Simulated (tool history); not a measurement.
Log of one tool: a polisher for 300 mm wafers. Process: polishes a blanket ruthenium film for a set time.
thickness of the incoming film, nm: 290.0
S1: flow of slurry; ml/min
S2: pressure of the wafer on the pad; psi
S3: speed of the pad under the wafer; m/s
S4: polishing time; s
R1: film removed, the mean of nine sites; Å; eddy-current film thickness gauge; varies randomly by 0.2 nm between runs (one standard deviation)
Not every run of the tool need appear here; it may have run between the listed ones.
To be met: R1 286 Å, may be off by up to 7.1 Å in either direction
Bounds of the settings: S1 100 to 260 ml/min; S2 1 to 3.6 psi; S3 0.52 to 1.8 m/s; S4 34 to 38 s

run	hour	S1	S2	S3	S4	R1
1	0	165	2.3	1.16	38	491.31
2	2.4	125	2.3	1.16	38	462.76
3	8.9	125	2.2	1.16	38	446.73
4	16.6	125	2.1	1.16	38	419.98
5	23.5	125	2.1	1.3	38	473.35
6	28.4	125	2.1	1.3	38	472.74
7	34.3	125	2	1.3	38	447.79
8	38.6	125	1.9	1.3	38	432.13

Which of these 5 next moves meets every target?
A	42.9	105	1.5	1.06	34	?
B	42.9	125	1.9	1.24	34	?
C	42.9	105	2.1	0.72	34	?
D	42.9	155	1.2	1.16	34	?
E	42.9	140	1.1	1.5	36	?

move	R1
A	242.64
B	371.26
C	231.27
D	234.91
E	288.41
A: pushes the last run's worst result past its target
B: nearer than the last run, and not there yet
C: pushes the last run's worst result past its target
D: pushes the last run's worst result past its target
E: every result within its allowed miss
Go with E: it meets all targets.

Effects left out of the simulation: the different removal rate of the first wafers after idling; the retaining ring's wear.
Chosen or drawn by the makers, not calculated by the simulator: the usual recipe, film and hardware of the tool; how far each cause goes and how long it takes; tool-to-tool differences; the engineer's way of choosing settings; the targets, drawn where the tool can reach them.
